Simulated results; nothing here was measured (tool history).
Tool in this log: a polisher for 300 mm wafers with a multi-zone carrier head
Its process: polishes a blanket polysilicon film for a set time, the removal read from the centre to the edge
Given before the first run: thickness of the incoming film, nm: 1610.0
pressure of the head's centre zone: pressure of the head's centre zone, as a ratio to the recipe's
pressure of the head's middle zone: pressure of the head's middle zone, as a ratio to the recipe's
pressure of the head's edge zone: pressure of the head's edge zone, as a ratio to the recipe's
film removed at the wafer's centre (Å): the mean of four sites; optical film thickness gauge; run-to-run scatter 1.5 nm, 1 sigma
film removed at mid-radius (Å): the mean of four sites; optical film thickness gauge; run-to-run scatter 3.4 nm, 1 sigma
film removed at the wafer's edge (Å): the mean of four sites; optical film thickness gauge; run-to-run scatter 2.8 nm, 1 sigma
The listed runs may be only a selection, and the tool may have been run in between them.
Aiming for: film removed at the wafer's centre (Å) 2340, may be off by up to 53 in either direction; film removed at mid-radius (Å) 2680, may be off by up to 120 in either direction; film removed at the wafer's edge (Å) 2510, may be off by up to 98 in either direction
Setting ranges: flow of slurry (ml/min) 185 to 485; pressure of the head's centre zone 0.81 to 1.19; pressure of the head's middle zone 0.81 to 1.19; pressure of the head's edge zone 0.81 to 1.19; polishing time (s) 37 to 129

| run | hour | flow of slurry (ml/min) | pressure of the head's centre zone | pressure of the head's middle zone | pressure of the head's edge zone | polishing time (s) | film removed at the wafer's centre (Å) | film removed at mid-radius (Å) | film removed at the wafer's edge (Å) |
|---|---|---|---|---|---|---|---|---|---|
| 1 | 0 | 310 | 1 | 1 | 1 | 83 | 4704.5 | 4293.4 | 4138.2 |
| 2 | 6.8 | 310 | 1 | 1 | 1 | 103 | 5781.2 | 5429 | 5129.5 |
| 3 | 8.4 | 300 | 0.97 | 1.01 | 1 | 93 | 5050.5 | 4909.5 | 4738.2 |
| 4 | 10.7 | 285 | 0.95 | 1.02 | 0.97 | 84 | 4437.2 | 4456.9 | 4205.1 |
|  | 17.9 | centre zone pressure recalibrated |
| 5 | 17.9 | 280 | 0.93 | 1.02 | 0.95 | 77 | 3549.3 | 3987.9 | 3694.7 |
| 6 | 21.8 | 280 | 0.93 | 1.02 | 0.9 | 77 | 3636.3 | 4004.2 | 3713.1 |
| 7 | 23.5 | 280 | 0.93 | 1.02 | 0.9 | 77 | 3613 | 4096.7 | 3674.3 |
| 8 | 25.8 | 295 | 0.93 | 1 | 0.89 | 72 | 3430.5 | 3749.3 | 3469 |
| 9 | 34.7 | 305 | 0.92 | 0.99 | 0.88 | 68 | 3193.9 | 3431.6 | 3213.8 |
| 10 | 38 | 325 | 0.91 | 0.99 | 0.87 | 66 | 3100.7 | 3438.5 | 3153 |
| 11 | 42.1 | 340 | 0.9 | 0.98 | 0.86 | 63 | 2941.5 | 3254.5 | 3009.4 |
| 12 | 48.6 | 355 | 0.89 | 0.97 | 0.85 | 61 | 2844.7 | 3044.8 | 2912.5 |

Below are 5 possible settings for the next run. Only one of them brings all results inside the allowed miss of their targets. Which is it?
| A | 55.1 | 310 | 0.89 | 1 | 0.92 | 52 | ? | ? | ? |
| B | 55.1 | 350 | 0.99 | 1.04 | 0.82 | 62 | ? | ? | ? |
| C | 55.1 | 280 | 0.86 | 0.95 | 0.87 | 77 | ? | ? | ? |
| D | 55.1 | 205 | 0.9 | 1.04 | 0.87 | 60 | ? | ? | ? |
| E | 55.1 | 345 | 0.83 | 0.99 | 0.82 | 61 | ? | ? | ? |

| move | film removed at the wafer's centre (Å) | film removed at mid-radius (Å) | film removed at the wafer's edge (Å) |
|---|---|---|---|
| A | 2366.8 | 2689 | 2561.3 |
| B | 3183.5 | 3352.2 | 2924 |
| C | 3342.8 | 3772 | 3668 |
| D | 2597.5 | 3033.9 | 2761.4 |
| E | 2617.4 | 3162 | 2875.9 |
A: all results land within tolerance of their targets
B: further off than the last run
C: further off than the last run
D: nearer than the last run, and not there yet
E: nearer than the last run, and not there yet
So the answer is move A, the one that meets all the targets.
